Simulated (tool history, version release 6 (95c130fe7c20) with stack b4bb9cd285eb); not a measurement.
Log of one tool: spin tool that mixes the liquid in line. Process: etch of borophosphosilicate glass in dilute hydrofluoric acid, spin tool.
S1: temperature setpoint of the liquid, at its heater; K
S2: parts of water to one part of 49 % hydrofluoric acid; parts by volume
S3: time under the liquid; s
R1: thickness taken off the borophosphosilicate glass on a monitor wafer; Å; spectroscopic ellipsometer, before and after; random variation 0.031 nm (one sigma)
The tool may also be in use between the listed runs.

run  hour      S1   S2  S3       R1
  1   0.0  298.15  140  15   61.225
  2   1.2  298.15  140  15   60.492
  3   3.9  298.15   90  15  101.020
  4  10.9  298.15   65  15  143.610
  5  13.0  300.65   65  15  159.840
  6  17.1  300.65   45  15  236.800
  7  19.3  298.15   60  15  157.130
  8  27.9  296.15   80  15  106.330
  9  36.2  292.15  135  15   50.259

The next listed run, before its measurement:
 10  37.8  291.65  135  15   ?

R1: 49.687 Å
